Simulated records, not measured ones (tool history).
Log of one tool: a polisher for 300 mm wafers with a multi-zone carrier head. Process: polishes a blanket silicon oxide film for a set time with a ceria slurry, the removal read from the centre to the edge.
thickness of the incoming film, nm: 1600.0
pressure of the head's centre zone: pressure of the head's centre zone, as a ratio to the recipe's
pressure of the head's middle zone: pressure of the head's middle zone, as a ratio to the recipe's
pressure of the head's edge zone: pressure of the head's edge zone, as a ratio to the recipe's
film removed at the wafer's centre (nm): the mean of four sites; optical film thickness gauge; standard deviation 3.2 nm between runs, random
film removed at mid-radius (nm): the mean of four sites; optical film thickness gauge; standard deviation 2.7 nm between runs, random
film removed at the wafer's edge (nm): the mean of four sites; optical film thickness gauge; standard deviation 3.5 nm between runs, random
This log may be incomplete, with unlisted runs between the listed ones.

run    day  flow of slurry (ml/min)  pressure of the head's centre zone  pressure of the head's middle zone  pressure of the head's edge zone  polishing time (s)  film removed at the wafer's centre (nm)  film removed at mid-radius (nm)  film removed at the wafer's edge (nm)
  1      0                      135                                   1                                   1                                 1                  37                                    242.9                           222.22                                 221.22
  2  0.046                      150                                   1                                   1                                 1                  37                                    245.7                           226.42                                 225.64
  3  0.379                      120                                   1                                   1                                 1                  37                                   234.05                           217.12                                 217.89
  4    0.7                      120                                   1                                   1                                 1                  42                                   258.66                           247.22                                 248.16
  5  0.871                      130                                0.99                                1.03                              1.03                  43                                    272.1                           262.44                                 258.98
  6  1.154                      130                                0.99                                0.98                              1.03                  43                                   277.02                           248.75                                 262.04

Estimate the outcome of run 7 from the log above:
     1.512  -- centre zone pressure recalibrated
  7  1.512                      135                                0.97                                1.01                              1.05                  44                                        ?                                ?                                      ?

Run 7 measured film removed at the wafer's centre (nm) 251.17, film removed at mid-radius (nm) 263.45, film removed at the wafer's edge (nm) 272.62.

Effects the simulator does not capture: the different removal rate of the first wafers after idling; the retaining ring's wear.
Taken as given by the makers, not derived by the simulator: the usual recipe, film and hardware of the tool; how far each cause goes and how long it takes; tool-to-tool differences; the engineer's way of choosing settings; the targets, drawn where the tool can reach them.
